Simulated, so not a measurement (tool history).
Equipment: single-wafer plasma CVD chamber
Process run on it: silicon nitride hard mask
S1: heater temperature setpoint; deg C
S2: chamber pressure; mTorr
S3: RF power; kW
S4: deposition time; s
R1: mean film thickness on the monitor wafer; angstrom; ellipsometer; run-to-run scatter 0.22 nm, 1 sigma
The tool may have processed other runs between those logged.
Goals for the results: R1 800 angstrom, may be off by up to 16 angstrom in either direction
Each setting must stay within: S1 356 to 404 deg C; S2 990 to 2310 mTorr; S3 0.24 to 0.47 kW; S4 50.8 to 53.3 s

run,hour,S1,S2,S3,S4,R1
1,0,380,1650,0.355,53.3,721.88
2,1.9,380,1720,0.36,53.3,732.21
3,3.1,388,1720,0.36,53.3,729.75
4,6,388,1790,0.365,53.3,745.51
5,13.3,388,1840,0.365,53.3,752.51
6,15.8,388,1880,0.365,53.3,757.65
7,22,388,1920,0.365,53.3,762.41
8,27.6,388,1950,0.365,53.3,764.45

5 candidate next runs follow, results not yet known. Just one meets every target within its allowed miss. Identify it.
A,33.2,387,1900,0.36,52.6,?
B,33.2,392,1970,0.37,52.7,?
C,33.2,376,2310,0.33,53.3,?
D,33.2,404,1840,0.415,52.1,?
E,33.2,375,2050,0.33,53.3,?

move,R1
A,746.02
B,767.92
C,751.52
D,799.73
E,728.94
A: its largest miss is bigger than the last run's
B: moves toward the targets from the last run without getting all of them in spec
C: its largest miss is bigger than the last run's
D: in spec on every target
E: its largest miss is bigger than the last run's
So the answer is move D, the one that meets all the targets.
